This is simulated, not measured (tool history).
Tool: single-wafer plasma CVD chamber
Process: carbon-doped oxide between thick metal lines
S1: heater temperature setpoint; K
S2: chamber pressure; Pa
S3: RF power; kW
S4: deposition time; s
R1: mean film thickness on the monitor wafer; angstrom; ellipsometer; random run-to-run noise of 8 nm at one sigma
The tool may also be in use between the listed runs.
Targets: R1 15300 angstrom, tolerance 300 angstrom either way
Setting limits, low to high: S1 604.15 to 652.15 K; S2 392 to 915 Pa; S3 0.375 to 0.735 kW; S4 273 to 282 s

{"run": 1, "hour": 0.0, "S1": 628.15, "S2": 653, "S3": 0.555, "S4": 273, "R1": 13906}
{"run": 2, "hour": 7.9, "S1": 628.15, "S2": 653, "S3": 0.48, "S4": 273, "R1": 12550}
{"run": 3, "hour": 11.7, "S1": 628.15, "S2": 653, "S3": 0.41, "S4": 273, "R1": 10949}
{"run": 4, "hour": 14.3, "S1": 628.15, "S2": 653, "S3": 0.46, "S4": 273, "R1": 12240}
{"run": 5, "hour": 16.2, "S1": 628.15, "S2": 653, "S3": 0.46, "S4": 273, "R1": 12204}
{"run": 6, "hour": 24.7, "S1": 638.15, "S2": 653, "S3": 0.46, "S4": 273, "R1": 11992}
{"run": 7, "hour": 32.9, "S1": 638.15, "S2": 685, "S3": 0.495, "S4": 274, "R1": 12737}
{"run": 8, "hour": 34.4, "S1": 638.15, "S2": 713, "S3": 0.525, "S4": 274, "R1": 13480}
{"run": 9, "hour": 38.1, "S1": 627.15, "S2": 844, "S3": 0.555, "S4": 274, "R1": 14545}
{"run": 10, "hour": 46.7, "S1": 627.15, "S2": 853, "S3": 0.565, "S4": 274, "R1": 14777}
{"run": 11, "hour": 50.2, "S1": 627.15, "S2": 863, "S3": 0.57, "S4": 274, "R1": 14913}

Consider the 4 candidate settings below. Which is the only one whose results all fall within their allowed miss of target?
{"run": "A", "hour": 53.7, "S1": 638.15, "S2": 741, "S3": 0.6, "S4": 273, "R1": "?"}
{"run": "B", "hour": 53.7, "S1": 626.15, "S2": 875, "S3": 0.555, "S4": 273, "R1": "?"}
{"run": "C", "hour": 53.7, "S1": 627.15, "S2": 823, "S3": 0.545, "S4": 273, "R1": "?"}
{"run": "D", "hour": 53.7, "S1": 634.15, "S2": 915, "S3": 0.585, "S4": 278, "R1": "?"}

move=A R1=14840
move=B R1=14796
move=C R1=14494
move=D R1=15370
A: misses by more than the last run did
B: misses by more than the last run did
C: misses by more than the last run did
D: each result inside its tolerance
The move that meets every target is D.
